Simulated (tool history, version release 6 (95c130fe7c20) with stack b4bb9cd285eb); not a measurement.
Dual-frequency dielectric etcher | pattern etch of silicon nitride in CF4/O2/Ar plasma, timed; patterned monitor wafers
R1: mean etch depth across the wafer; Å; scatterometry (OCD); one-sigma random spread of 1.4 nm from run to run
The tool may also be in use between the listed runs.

{"run": 1, "hour": 0.0, "source power (kW)": 0.66, "bias power (kW)": 0.047, "Ar flow (sccm)": 101, "CF4 flow (sccm)": 140, "etch time (s)": 245.5, "R1": 6115.7}
{"run": 2, "hour": 8.6, "source power (kW)": 0.77, "bias power (kW)": 0.047, "Ar flow (sccm)": 101, "CF4 flow (sccm)": 140, "etch time (s)": 245.5, "R1": 7021.5}
{"run": 3, "hour": 12.8, "source power (kW)": 0.77, "bias power (kW)": 0.047, "Ar flow (sccm)": 101, "CF4 flow (sccm)": 160, "etch time (s)": 245.5, "R1": 7135.9}
{"run": 4, "hour": 14.1, "source power (kW)": 0.7, "bias power (kW)": 0.047, "Ar flow (sccm)": 101, "CF4 flow (sccm)": 160, "etch time (s)": 245.5, "R1": 6498.5}
{"run": 5, "hour": 15.8, "source power (kW)": 0.7, "bias power (kW)": 0.047, "Ar flow (sccm)": 101, "CF4 flow (sccm)": 160, "etch time (s)": 245.5, "R1": 6533.9}
{"run": 6, "hour": 23.7, "source power (kW)": 0.7, "bias power (kW)": 0.052, "Ar flow (sccm)": 101, "CF4 flow (sccm)": 160, "etch time (s)": 245.5, "R1": 6801.6}

For run 7, what comes out?
{"run": 7, "hour": 30.6, "source power (kW)": 0.65, "bias power (kW)": 0.052, "Ar flow (sccm)": 101, "CF4 flow (sccm)": 160, "etch time (s)": 245.5, "R1": "?"}

R1: 6362.6 Å
